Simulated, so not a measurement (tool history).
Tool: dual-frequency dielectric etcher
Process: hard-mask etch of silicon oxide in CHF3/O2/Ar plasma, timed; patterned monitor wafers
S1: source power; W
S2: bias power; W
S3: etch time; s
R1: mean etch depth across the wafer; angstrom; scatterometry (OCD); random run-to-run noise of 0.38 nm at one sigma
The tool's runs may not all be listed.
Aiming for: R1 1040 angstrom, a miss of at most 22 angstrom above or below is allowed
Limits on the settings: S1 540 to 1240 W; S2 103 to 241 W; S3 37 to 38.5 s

| run | hour | S1 | S2 | S3 | R1 |
|---|---|---|---|---|---|
| 1 | 0 | 890 | 172 | 37 | 868.49 |
| 2 | 3.5 | 960 | 172 | 37 | 910.34 |
| 3 | 6.4 | 960 | 193 | 37 | 949.92 |
| 4 | 12.7 | 960 | 218 | 37 | 986.47 |
| 5 | 13.9 | 960 | 191 | 37 | 945.31 |
| 6 | 22.2 | 860 | 191 | 37 | 883.92 |
| 7 | 29.1 | 910 | 193 | 37 | 918.37 |
| 8 | 34.5 | 950 | 194 | 37 | 942.02 |
| 9 | 36 | 980 | 195 | 37 | 968.17 |
| 10 | 37 | 1000 | 196 | 37 | 971.59 |
| 11 | 44.3 | 1020 | 197 | 37 | 985.7 |

Pick the move, out of 4, that brings all results within their allowed miss; only one does.
| A | 51.6 | 980 | 189 | 38 | ? |
| B | 51.6 | 840 | 205 | 37.5 | ? |
| C | 51.6 | 1130 | 165 | 38.5 | ? |
| D | 51.6 | 970 | 170 | 37 | ? |

| move | R1 |
|---|---|
| A | 988.41 |
| B | 909.72 |
| C | 1045.2 |
| D | 928.1 |
A: as far off as the last run
B: lands further from the targets than the last run did
C: meets every target
D: lands further from the targets than the last run did
The right move is C.

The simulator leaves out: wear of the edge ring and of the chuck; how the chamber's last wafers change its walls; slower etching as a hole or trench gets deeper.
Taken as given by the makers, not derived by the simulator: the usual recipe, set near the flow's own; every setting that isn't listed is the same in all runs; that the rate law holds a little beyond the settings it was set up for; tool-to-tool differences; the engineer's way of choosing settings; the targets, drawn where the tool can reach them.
